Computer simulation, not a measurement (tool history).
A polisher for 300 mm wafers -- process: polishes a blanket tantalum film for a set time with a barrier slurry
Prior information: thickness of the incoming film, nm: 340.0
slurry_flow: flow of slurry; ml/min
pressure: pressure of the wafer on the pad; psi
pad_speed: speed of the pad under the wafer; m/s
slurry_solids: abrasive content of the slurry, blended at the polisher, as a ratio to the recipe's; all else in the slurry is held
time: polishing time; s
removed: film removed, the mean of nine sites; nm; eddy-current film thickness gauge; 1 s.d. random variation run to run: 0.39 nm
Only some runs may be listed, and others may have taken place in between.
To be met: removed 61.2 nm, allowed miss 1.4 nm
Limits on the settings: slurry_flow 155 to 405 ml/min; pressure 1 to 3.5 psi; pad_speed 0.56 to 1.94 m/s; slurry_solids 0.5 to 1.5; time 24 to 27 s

run	hour	slurry_flow	pressure	pad_speed	slurry_solids	time	removed
1	0	260	2.2	1.24	1	27	68.512
2	5	305	2.2	1.24	1	27	69.731
3	6.9	300	2.2	1.24	1	27	69.874
4	8.4	295	2.2	1.24	1	27	69.375
5	9.1	295	2.7	1.24	1	27	85.4
6	10.8	290	2.6	1.24	1	27	81.426
7	19.2	265	2	1.24	1	27	62.837
8	27	260	2	1.24	1	27	62.758
9	27.8	250	2	1.24	1	27	63.434
10	34.1	250	1.9	1.24	1	27	59.504

Which one of the following 5 next-run settings gets every result inside its allowed miss? There is exactly one.
A	40.4	300	2.1	1.24	0.95	24	?
B	40.4	305	2.2	1.3	0.85	24	?
C	40.4	270	1.8	1.28	1.05	26	?
D	40.4	215	1.6	1.4	1.1	27	?
E	40.4	240	1.9	1.24	1.1	25	?

move	removed
A	57.709
B	60.463
C	56.877
D	57.02
E	56.376
A: further off than the last run
B: meets every target
C: further off than the last run
D: further off than the last run
E: further off than the last run
B meets every target.

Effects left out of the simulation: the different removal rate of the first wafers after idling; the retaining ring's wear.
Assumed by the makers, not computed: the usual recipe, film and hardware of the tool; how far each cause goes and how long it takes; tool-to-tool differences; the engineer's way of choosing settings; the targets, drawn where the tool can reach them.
